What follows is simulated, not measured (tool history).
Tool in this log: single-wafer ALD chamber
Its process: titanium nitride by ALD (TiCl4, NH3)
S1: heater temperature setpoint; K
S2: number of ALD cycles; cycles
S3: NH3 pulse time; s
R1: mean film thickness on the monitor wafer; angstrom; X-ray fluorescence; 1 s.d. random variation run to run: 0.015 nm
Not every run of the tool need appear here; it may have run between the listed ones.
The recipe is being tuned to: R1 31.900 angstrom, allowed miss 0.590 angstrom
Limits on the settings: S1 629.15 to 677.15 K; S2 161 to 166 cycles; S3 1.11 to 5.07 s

run 1 hour=0.0 | S1=653.15 S2=161 S3=3.09 | R1=34.754
run 2 hour=1.7 | S1=653.15 S2=161 S3=3.09 | R1=34.354
run 3 hour=10.1 | S1=648.15 S2=161 S3=2.70 | R1=34.412
run 4 hour=12.0 | S1=655.15 S2=161 S3=2.70 | R1=34.040
-- hour=20.8 thermocouple changed; heater temperature recalibrated
run 5 hour=20.8 | S1=658.15 S2=161 S3=2.39 | R1=34.165
run 6 hour=22.2 | S1=660.15 S2=161 S3=2.14 | R1=33.784
run 7 hour=30.5 | S1=663.15 S2=161 S3=1.94 | R1=33.887
run 8 hour=35.1 | S1=656.15 S2=161 S3=1.78 | R1=33.116
run 9 hour=41.8 | S1=654.15 S2=161 S3=1.65 | R1=32.910

4 candidate next runs follow, results not yet known. Just one meets every target within its allowed miss. Identify it.
run A hour=48.5 | S1=655.15 S2=165 S3=1.46 | R1=?
run B hour=48.5 | S1=654.15 S2=164 S3=1.73 | R1=?
run C hour=48.5 | S1=650.15 S2=164 S3=1.67 | R1=?
run D hour=48.5 | S1=632.15 S2=166 S3=1.45 | R1=?

move=A R1=33.586
move=B R1=33.861
move=C R1=33.557
move=D R1=31.730
A: misses by more than the last run did
B: misses by more than the last run did
C: misses by more than the last run did
D: all results in spec
So the answer is move D, the one that meets all the targets.
